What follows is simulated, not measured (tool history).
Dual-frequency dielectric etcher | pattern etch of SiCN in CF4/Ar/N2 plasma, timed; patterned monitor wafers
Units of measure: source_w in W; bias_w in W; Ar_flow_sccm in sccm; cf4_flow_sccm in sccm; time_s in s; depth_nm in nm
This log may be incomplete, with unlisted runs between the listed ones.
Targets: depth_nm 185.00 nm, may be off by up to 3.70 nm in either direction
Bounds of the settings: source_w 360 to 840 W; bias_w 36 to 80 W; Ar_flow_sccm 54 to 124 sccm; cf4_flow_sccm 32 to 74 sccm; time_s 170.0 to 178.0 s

run 1 hour=0.0 | source_w=600 bias_w=58 Ar_flow_sccm=89 cf4_flow_sccm=53 time_s=170.0 | depth_nm=151.02
run 2 hour=5.2 | source_w=640 bias_w=58 Ar_flow_sccm=89 cf4_flow_sccm=53 time_s=170.0 | depth_nm=161.85
run 3 hour=13.2 | source_w=670 bias_w=58 Ar_flow_sccm=89 cf4_flow_sccm=53 time_s=170.0 | depth_nm=169.79
run 4 hour=18.5 | source_w=670 bias_w=58 Ar_flow_sccm=74 cf4_flow_sccm=53 time_s=170.0 | depth_nm=174.49
run 5 hour=25.3 | source_w=670 bias_w=58 Ar_flow_sccm=74 cf4_flow_sccm=49 time_s=170.0 | depth_nm=173.36
run 6 hour=30.6 | source_w=670 bias_w=52 Ar_flow_sccm=74 cf4_flow_sccm=49 time_s=170.0 | depth_nm=165.77
run 7 hour=35.2 | source_w=690 bias_w=52 Ar_flow_sccm=74 cf4_flow_sccm=49 time_s=170.0 | depth_nm=170.38
run 8 hour=42.1 | source_w=710 bias_w=52 Ar_flow_sccm=74 cf4_flow_sccm=49 time_s=170.0 | depth_nm=176.21
run 9 hour=50.2 | source_w=720 bias_w=52 Ar_flow_sccm=74 cf4_flow_sccm=49 time_s=170.0 | depth_nm=178.69
run 10 hour=51.1 | source_w=730 bias_w=52 Ar_flow_sccm=74 cf4_flow_sccm=49 time_s=170.0 | depth_nm=180.96

Of the 4 settings listed for the next run, only one would bring every result within its allowed miss of target. Which one?
run A hour=52.0 | source_w=730 bias_w=44 Ar_flow_sccm=82 cf4_flow_sccm=50 time_s=178.0 | depth_nm=?
run B hour=52.0 | source_w=720 bias_w=55 Ar_flow_sccm=77 cf4_flow_sccm=51 time_s=173.5 | depth_nm=?
run C hour=52.0 | source_w=710 bias_w=51 Ar_flow_sccm=84 cf4_flow_sccm=44 time_s=176.0 | depth_nm=?
run D hour=52.0 | source_w=680 bias_w=53 Ar_flow_sccm=72 cf4_flow_sccm=57 time_s=174.0 | depth_nm=?

move=A depth_nm=175.61
move=B depth_nm=186.80
move=C depth_nm=174.29
move=D depth_nm=178.93
A: lands further from the targets than the last run did
B: hits every target within its allowed miss
C: lands further from the targets than the last run did
D: lands further from the targets than the last run did
B meets every target.
